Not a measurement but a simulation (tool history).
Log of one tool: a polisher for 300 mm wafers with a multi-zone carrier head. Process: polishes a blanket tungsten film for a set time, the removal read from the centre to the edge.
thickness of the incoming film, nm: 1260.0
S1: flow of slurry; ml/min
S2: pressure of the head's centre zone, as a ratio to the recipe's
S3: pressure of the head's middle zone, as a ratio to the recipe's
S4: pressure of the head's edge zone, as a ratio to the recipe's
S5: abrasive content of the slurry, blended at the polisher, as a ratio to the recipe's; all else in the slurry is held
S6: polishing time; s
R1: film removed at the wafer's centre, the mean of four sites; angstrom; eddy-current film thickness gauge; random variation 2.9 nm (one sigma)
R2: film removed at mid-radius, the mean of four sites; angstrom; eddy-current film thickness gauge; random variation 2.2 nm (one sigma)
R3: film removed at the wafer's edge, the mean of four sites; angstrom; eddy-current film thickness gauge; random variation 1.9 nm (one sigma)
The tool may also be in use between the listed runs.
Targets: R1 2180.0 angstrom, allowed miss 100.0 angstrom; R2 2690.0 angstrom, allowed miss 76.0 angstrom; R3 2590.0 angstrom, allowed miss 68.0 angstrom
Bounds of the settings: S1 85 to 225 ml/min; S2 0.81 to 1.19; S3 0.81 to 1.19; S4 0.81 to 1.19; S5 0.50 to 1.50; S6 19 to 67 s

run,hour,S1,S2,S3,S4,S5,S6,R1,R2,R3
1,0.0,145,1.00,1.00,1.00,1.00,43,1617.3,1589.9,1635.7
2,6.5,155,0.97,1.04,1.05,1.15,46,1781.9,1878.5,1873.3
3,10.0,170,0.97,1.04,1.05,1.15,46,1810.4,1901.7,1918.4
4,15.1,170,0.90,1.04,1.05,1.15,46,1669.6,1899.0,1935.4
5,19.8,170,0.90,1.04,1.05,1.15,52,1881.9,2185.6,2156.3
6,23.3,180,0.90,1.07,1.09,1.20,52,1907.2,2244.6,2243.2
7,29.8,190,0.90,1.09,1.10,1.30,52,2016.7,2410.8,2311.5
8,34.9,195,0.89,1.09,1.12,1.35,52,1968.0,2409.5,2366.3
9,36.0,200,0.90,1.10,1.13,1.40,52,2132.5,2516.2,2449.7
10,37.7,205,0.89,1.11,1.15,1.40,52,2080.8,2524.0,2460.2
11,39.5,210,0.89,1.12,1.16,1.45,52,2053.5,2567.2,2540.4
12,46.7,215,0.90,1.13,1.16,1.45,52,2117.9,2606.9,2548.6

Which of these 5 next moves meets every target?
A,53.9,220,0.89,1.19,1.13,1.40,55,?,?,?
B,53.9,225,0.87,1.10,1.09,1.50,54,?,?,?
C,53.9,205,0.85,1.19,1.15,1.30,53,?,?,?
D,53.9,195,0.84,1.06,1.19,1.35,55,?,?,?
E,53.9,225,0.87,1.07,1.18,1.45,56,?,?,?

move,R1,R2,R3
A,2216.3,2805.5,2581.0
B,2180.2,2640.2,2553.1
C,1968.6,2613.6,2431.7
D,2025.2,2468.0,2590.6
E,2236.1,2644.7,2727.9
A: takes the result that was furthest off past its target
B: meets every target
C: further off than the last run
D: further off than the last run
E: brings the result that was furthest off to its target, and leaves another outside
Answer: B
